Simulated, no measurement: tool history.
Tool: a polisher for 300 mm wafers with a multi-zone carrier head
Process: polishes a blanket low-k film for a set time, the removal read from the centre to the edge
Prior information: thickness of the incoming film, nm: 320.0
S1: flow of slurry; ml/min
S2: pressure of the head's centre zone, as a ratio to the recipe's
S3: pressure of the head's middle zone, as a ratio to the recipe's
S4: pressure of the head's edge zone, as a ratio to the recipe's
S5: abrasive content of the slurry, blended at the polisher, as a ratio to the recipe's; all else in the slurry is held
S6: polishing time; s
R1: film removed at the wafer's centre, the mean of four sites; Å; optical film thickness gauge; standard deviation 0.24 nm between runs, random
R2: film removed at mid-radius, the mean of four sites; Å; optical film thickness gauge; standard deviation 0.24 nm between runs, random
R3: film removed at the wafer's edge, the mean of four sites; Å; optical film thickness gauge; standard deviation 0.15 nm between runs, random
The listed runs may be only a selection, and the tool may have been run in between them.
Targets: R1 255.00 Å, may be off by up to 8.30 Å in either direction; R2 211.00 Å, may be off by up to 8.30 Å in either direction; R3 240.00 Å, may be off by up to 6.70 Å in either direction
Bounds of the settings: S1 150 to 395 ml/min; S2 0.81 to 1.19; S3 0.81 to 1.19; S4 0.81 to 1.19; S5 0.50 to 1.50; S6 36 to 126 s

run	hour	S1	S2	S3	S4	S5	S6	R1	R2	R3
1	0.0	250	1.00	1.00	1.00	1.00	81	258.12	263.50	261.58
2	6.7	240	1.01	0.95	0.98	1.00	81	260.81	254.92	259.78
3	13.2	240	1.01	0.95	1.06	1.00	81	264.86	251.65	272.11
4	14.1	235	1.02	0.91	1.04	0.95	81	256.94	242.49	259.07
5	20.7	230	1.04	0.88	1.05	0.90	81	255.14	225.88	253.83
6	22.8	225	1.05	0.86	1.04	0.90	81	254.72	220.63	252.68
7	29.7	220	1.06	0.85	1.02	0.90	81	259.97	218.27	247.94
8	35.4	215	1.06	0.84	1.01	0.90	81	253.43	213.61	248.99
9	37.2	215	1.07	0.84	1.00	0.90	81	260.88	214.48	245.26

5 candidate next runs follow, results not yet known. Just one meets every target within its allowed miss. Identify it.
A	39.0	255	1.04	0.91	1.00	0.95	73	?	?	?
B	39.0	220	1.02	0.92	0.94	0.75	88	?	?	?
C	39.0	235	1.15	0.81	1.07	1.00	76	?	?	?
D	39.0	190	1.08	0.84	0.96	1.50	66	?	?	?
E	39.0	160	1.08	0.85	1.04	0.75	93	?	?	?

move	R1	R2	R3
A	240.80	222.17	232.84
B	248.29	236.29	240.03
C	280.34	212.65	253.98
D	258.92	216.40	240.96
E	260.33	220.56	254.29
A: moves the result that the last run missed by most past its target, out the other side
B: the furthest-off result lands on target, but another misses its tolerance
C: further off than the last run
D: each result inside its tolerance
E: further off than the last run
Move D is the one to make.
